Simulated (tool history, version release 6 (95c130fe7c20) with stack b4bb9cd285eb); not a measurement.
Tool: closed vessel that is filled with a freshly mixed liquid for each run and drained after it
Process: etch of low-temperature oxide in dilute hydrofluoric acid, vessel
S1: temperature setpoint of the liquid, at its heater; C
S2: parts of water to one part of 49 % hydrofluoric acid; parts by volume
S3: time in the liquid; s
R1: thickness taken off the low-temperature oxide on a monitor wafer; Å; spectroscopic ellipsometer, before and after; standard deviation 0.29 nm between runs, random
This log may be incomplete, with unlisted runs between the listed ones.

{"run": 1, "hour": 0.0, "S1": 24, "S2": 210, "S3": 95, "R1": 112.67}
{"run": 2, "hour": 8.7, "S1": 21, "S2": 210, "S3": 95, "R1": 99.647}
{"run": 3, "hour": 15.6, "S1": 18.5, "S2": 210, "S3": 95, "R1": 90.513}
{"run": 4, "hour": 16.6, "S1": 21.5, "S2": 210, "S3": 95, "R1": 100.82}
{"run": 5, "hour": 24.0, "S1": 24.5, "S2": 165, "S3": 95, "R1": 153.06}
{"run": 6, "hour": 26.3, "S1": 23, "S2": 165, "S3": 95, "R1": 144.26}

Expected results for the next run?
{"run": 7, "hour": 34.8, "S1": 25.5, "S2": 140, "S3": 95, "R1": "?"}

R1: 192.41 Å

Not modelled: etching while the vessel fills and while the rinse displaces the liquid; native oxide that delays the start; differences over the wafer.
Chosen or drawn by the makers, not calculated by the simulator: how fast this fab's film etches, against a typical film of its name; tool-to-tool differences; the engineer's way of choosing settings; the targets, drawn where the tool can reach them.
